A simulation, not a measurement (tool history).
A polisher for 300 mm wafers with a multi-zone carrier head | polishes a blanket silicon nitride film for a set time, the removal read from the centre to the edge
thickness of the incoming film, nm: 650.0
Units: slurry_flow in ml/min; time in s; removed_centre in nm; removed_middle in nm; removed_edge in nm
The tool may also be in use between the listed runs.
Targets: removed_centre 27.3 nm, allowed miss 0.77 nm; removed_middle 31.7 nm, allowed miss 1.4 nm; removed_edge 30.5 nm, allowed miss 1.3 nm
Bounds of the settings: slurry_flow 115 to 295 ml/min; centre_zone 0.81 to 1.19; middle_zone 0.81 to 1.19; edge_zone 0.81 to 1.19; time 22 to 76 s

{"run": 1, "hour": 0.0, "slurry_flow": 190, "centre_zone": 1, "middle_zone": 1, "edge_zone": 1, "time": 49, "removed_centre": 48.648, "removed_middle": 49.517, "removed_edge": 52.142}
{"run": 2, "hour": 7.2, "slurry_flow": 190, "centre_zone": 1, "middle_zone": 1.05, "edge_zone": 1, "time": 49, "removed_centre": 48.808, "removed_middle": 51.206, "removed_edge": 52.254}
{"run": 3, "hour": 9.9, "slurry_flow": 190, "centre_zone": 1, "middle_zone": 0.98, "edge_zone": 1, "time": 49, "removed_centre": 48.655, "removed_middle": 48.597, "removed_edge": 50.516}
{"run": 4, "hour": 17.8, "slurry_flow": 190, "centre_zone": 1, "middle_zone": 0.94, "edge_zone": 1, "time": 49, "removed_centre": 49.063, "removed_middle": 46.067, "removed_edge": 51.968}
{"run": 5, "hour": 24.8, "slurry_flow": 185, "centre_zone": 0.98, "middle_zone": 0.95, "edge_zone": 0.97, "time": 45, "removed_centre": 43.96, "removed_middle": 43.295, "removed_edge": 46.452}
{"run": 6, "hour": 28.9, "slurry_flow": 180, "centre_zone": 0.96, "middle_zone": 0.95, "edge_zone": 0.95, "time": 42, "removed_centre": 39.862, "removed_middle": 41.023, "removed_edge": 43.697}
{"run": 7, "hour": 35.0, "slurry_flow": 180, "centre_zone": 0.96, "middle_zone": 0.95, "edge_zone": 0.95, "time": 42, "removed_centre": 39.689, "removed_middle": 39.991, "removed_edge": 43.871}
{"run": 8, "hour": 41.4, "slurry_flow": 185, "centre_zone": 0.96, "middle_zone": 0.97, "edge_zone": 0.93, "time": 39, "removed_centre": 37.289, "removed_middle": 38.782, "removed_edge": 39.144}

4 next moves are on the table. One of them brings every result within its allowed miss. Which?
{"run": "A", "hour": 47.8, "slurry_flow": 240, "centre_zone": 0.89, "middle_zone": 1.18, "edge_zone": 0.81, "time": 30, "removed_centre": "?", "removed_middle": "?", "removed_edge": "?"}
{"run": "B", "hour": 47.8, "slurry_flow": 190, "centre_zone": 0.91, "middle_zone": 1.05, "edge_zone": 0.9, "time": 30, "removed_centre": "?", "removed_middle": "?", "removed_edge": "?"}
{"run": "C", "hour": 47.8, "slurry_flow": 115, "centre_zone": 0.82, "middle_zone": 1.07, "edge_zone": 0.92, "time": 35, "removed_centre": "?", "removed_middle": "?", "removed_edge": "?"}
{"run": "D", "hour": 47.8, "slurry_flow": 155, "centre_zone": 0.98, "middle_zone": 0.83, "edge_zone": 1.07, "time": 47, "removed_centre": "?", "removed_middle": "?", "removed_edge": "?"}

move=A removed_centre=27.594 removed_middle=34.35 removed_edge=29.935
move=B removed_centre=27.148 removed_middle=30.747 removed_edge=30.635
move=C removed_centre=25.039 removed_middle=32.4 removed_edge=33.279
move=D removed_centre=43.849 removed_middle=40.098 removed_edge=50.819
A: brings the result that was furthest off to its target, and leaves another outside
B: meets every target
C: takes the result that was furthest off past its target
D: further off than the last run
The right move is B.
